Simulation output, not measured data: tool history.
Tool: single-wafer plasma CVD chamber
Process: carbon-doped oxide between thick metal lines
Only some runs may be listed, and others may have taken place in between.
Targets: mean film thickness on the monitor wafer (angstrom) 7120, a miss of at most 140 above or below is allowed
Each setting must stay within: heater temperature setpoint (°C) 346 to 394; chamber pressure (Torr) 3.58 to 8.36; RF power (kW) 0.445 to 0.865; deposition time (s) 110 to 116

run	hour	heater temperature setpoint (°C)	chamber pressure (Torr)	RF power (kW)	deposition time (s)	mean film thickness on the monitor wafer (angstrom)
1	0	370	5.97	0.655	116	6230.5
2	7.4	368	6.28	0.685	116	6573
3	12.8	368	6.89	0.685	116	6623.6
4	20.8	375	6.89	0.685	116	6565.9
5	25.3	367	6.89	0.685	116	6682.1
6	26.4	376	6.89	0.685	116	6557.3
7	27.9	375	7.22	0.695	116	6607.3
8	33	373	7.44	0.705	116	6670.3
9	38.2	372	7.49	0.725	116	6949.2
10	41.2	371	7.56	0.73	116	6903.6
11	43.5	370	7.63	0.735	116	6869.5

Next run, 5 choices. One meets every target within its allowed miss, the rest don't. Which?
A	45.8	362	6.28	0.66	116	?
B	45.8	377	7.22	0.77	116	?
C	45.8	370	7.3	0.725	110	?
D	45.8	372	7.67	0.705	113	?
E	45.8	372	7.68	0.745	110	?

move	mean film thickness on the monitor wafer (angstrom)
A	6512.1
B	7120.8
C	6566.8
D	6614.2
E	6688.9
A: moves away from the targets compared with the last run
B: every result lands within tolerance
C: moves away from the targets compared with the last run
D: moves away from the targets compared with the last run
E: moves away from the targets compared with the last run
Answer: B

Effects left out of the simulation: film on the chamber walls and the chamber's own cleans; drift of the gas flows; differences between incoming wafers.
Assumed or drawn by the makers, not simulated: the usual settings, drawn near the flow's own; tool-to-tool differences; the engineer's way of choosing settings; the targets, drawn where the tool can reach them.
